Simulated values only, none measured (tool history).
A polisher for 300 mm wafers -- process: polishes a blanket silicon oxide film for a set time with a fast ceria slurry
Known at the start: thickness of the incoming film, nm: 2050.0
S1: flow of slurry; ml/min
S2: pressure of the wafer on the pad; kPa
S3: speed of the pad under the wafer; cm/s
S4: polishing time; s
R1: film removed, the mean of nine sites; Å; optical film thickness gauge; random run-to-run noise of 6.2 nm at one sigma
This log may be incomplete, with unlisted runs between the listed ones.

run    day   S1    S2   S3  S4      R1
  1  0.000  275  12.4  122  38  5592.0
  2  0.354  250  12.4  122  38  5560.0
  3  0.542  255  14.5  122  38  6450.5
  4  0.729  255  13.1  122  38  5844.5
  5  0.950  260  15.2  124  38  6864.4
  6  1.025  260  15.2  138  38  7589.6
  7  1.129  265  16.5  138  38  8293.0
  8  1.425  265  17.2  138  38  8623.2

Run 9 comes next. What will it give?
  9  1.446  265  17.9  138  38   ?

Run 9 came out at R1 8985.2 Å.
